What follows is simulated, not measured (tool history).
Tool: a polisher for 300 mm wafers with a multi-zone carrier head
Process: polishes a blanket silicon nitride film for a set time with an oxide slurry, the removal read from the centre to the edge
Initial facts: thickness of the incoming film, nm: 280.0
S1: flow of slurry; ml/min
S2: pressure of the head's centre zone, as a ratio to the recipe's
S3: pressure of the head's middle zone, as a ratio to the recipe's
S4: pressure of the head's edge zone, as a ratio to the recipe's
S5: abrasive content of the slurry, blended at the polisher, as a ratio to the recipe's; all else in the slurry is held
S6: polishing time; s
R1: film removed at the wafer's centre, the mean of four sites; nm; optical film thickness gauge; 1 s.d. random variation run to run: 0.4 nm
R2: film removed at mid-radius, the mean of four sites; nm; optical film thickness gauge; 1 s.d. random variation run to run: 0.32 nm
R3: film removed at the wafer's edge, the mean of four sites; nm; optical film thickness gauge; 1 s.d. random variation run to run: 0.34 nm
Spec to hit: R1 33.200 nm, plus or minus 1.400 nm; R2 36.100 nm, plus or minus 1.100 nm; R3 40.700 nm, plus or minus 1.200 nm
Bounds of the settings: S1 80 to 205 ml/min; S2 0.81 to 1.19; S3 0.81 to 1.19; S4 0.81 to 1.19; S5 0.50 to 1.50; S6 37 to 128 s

run,day,S1,S2,S3,S4,S5,S6,R1,R2,R3
1,0.000,135,1.00,1.00,1.00,1.00,82,49.355,50.221,49.716
2,0.125,125,0.95,0.96,0.99,0.90,82,43.178,45.429,45.238
3,0.175,155,0.95,0.96,0.99,0.90,82,45.167,47.532,47.367
4,0.308,140,0.91,0.92,1.00,0.85,82,40.917,43.399,45.437
5,0.542,130,0.88,0.89,0.99,0.85,82,39.005,41.247,44.380
6,0.638,130,0.88,0.84,0.99,0.85,82,39.245,39.050,44.712
7,0.892,120,0.86,0.84,0.98,0.85,82,36.578,38.612,43.853
8,1.029,110,0.86,0.84,0.96,0.85,82,36.636,38.158,42.491
9,1.088,105,0.85,0.83,0.96,0.85,82,35.041,36.689,42.188

Exactly one of the 5 candidate moves below puts every result within its allowed miss. Which one?
A,1.146,110,0.94,0.89,0.92,0.95,73,?,?,?
B,1.146,90,0.89,0.81,0.99,1.10,76,?,?,?
C,1.146,105,0.85,0.86,0.99,0.85,78,?,?,?
D,1.146,120,0.81,0.81,1.00,0.90,77,?,?,?
E,1.146,85,0.87,0.81,1.03,0.70,100,?,?,?

move,R1,R2,R3
A,37.881,37.335,40.034
B,37.405,36.468,44.748
C,33.625,35.756,41.015
D,34.218,36.182,43.302
E,35.338,35.388,44.606
A: moves away from the targets compared with the last run
B: moves away from the targets compared with the last run
C: every result lands within tolerance
D: brings the last run's worst result on target, with another outside its allowed miss
E: moves away from the targets compared with the last run
Correct choice: C, which meets every target
